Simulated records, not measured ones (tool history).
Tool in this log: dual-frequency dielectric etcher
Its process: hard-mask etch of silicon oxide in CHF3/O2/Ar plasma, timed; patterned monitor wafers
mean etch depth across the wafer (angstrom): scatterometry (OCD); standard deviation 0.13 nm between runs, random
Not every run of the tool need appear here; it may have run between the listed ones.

run	hour	source power (W)	bias power (W)	etch time (s)	mean etch depth across the wafer (angstrom)
1	0.0	890	221	9	203.59
2	3.7	890	221	9	201.92
3	12.6	890	237	9	209.33
4	14.5	910	238	9	210.13
5	20.9	930	239	9	212.84
6	27.2	930	204	9	201.84
7	30.3	960	205	9	204.22

Run 8 is up next; what results do you expect?
8	30.9	990	206	9	?

{"run 8": {"mean etch depth across the wafer (angstrom)": 205.05}}

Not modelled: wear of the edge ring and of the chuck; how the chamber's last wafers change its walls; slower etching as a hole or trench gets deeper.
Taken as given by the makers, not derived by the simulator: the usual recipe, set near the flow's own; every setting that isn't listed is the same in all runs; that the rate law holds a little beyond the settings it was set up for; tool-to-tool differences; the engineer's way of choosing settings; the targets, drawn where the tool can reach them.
